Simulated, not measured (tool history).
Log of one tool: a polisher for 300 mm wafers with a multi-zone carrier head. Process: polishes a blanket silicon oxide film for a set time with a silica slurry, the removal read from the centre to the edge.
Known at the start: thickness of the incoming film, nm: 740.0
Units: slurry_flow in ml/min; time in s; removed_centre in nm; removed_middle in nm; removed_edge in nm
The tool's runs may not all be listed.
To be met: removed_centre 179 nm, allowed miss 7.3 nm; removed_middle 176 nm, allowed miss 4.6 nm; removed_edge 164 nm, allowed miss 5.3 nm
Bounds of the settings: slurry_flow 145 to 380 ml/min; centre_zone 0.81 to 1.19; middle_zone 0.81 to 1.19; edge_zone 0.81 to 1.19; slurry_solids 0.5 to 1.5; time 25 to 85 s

| run | hour | slurry_flow | centre_zone | middle_zone | edge_zone | slurry_solids | time | removed_centre | removed_middle | removed_edge |
|---|---|---|---|---|---|---|---|---|---|---|
| 1 | 0 | 245 | 1 | 1 | 1 | 1 | 55 | 145.02 | 146.63 | 144.06 |
| 2 | 6.9 | 245 | 1 | 1 | 1 | 1.1 | 55 | 149.68 | 152.93 | 152.06 |
| 3 | 13.4 | 260 | 1.03 | 1.03 | 1.01 | 1.1 | 55 | 159.96 | 157.69 | 150.11 |
| 4 | 19.3 | 260 | 1.03 | 1.03 | 0.93 | 1.1 | 55 | 159.73 | 157.99 | 146.02 |
| 5 | 24.8 | 270 | 1.04 | 1.04 | 0.96 | 1.15 | 55 | 159.94 | 162.13 | 149.49 |
| 6 | 32.2 | 265 | 1.06 | 1.05 | 0.98 | 1.2 | 55 | 168.75 | 167.01 | 154.63 |
| 7 | 35.1 | 270 | 1.07 | 1.06 | 1 | 1.2 | 55 | 167.28 | 167.25 | 154.87 |
| 8 | 35.9 | 275 | 1.08 | 1.06 | 1.01 | 1.25 | 55 | 171.06 | 170.62 | 161.06 |
| 9 | 38.6 | 280 | 1.09 | 1.07 | 1.01 | 1.25 | 55 | 172.88 | 170.25 | 161.47 |

Which of these 5 next moves meets every target?
| A | 41.3 | 225 | 1.07 | 1.03 | 0.95 | 1 | 65 | ? | ? | ? |
| B | 41.3 | 280 | 1.03 | 1.12 | 0.98 | 1.45 | 52 | ? | ? | ? |
| C | 41.3 | 265 | 1.09 | 0.94 | 0.93 | 1.25 | 58 | ? | ? | ? |
| D | 41.3 | 280 | 1.11 | 1 | 0.99 | 0.85 | 62 | ? | ? | ? |
| E | 41.3 | 300 | 1.12 | 0.93 | 1.09 | 1.1 | 60 | ? | ? | ? |

| move | removed_centre | removed_middle | removed_edge |
|---|---|---|---|
| A | 180.85 | 176.48 | 165.41 |
| B | 164.96 | 176.01 | 156.69 |
| C | 182.74 | 164.62 | 161.75 |
| D | 172.47 | 158.91 | 153.73 |
| E | 187.8 | 163.48 | 173.17 |
A: meets every target
B: brings the result that was furthest off to its target, and leaves another outside
C: further off than the last run
D: further off than the last run
E: further off than the last run
The right move is A.
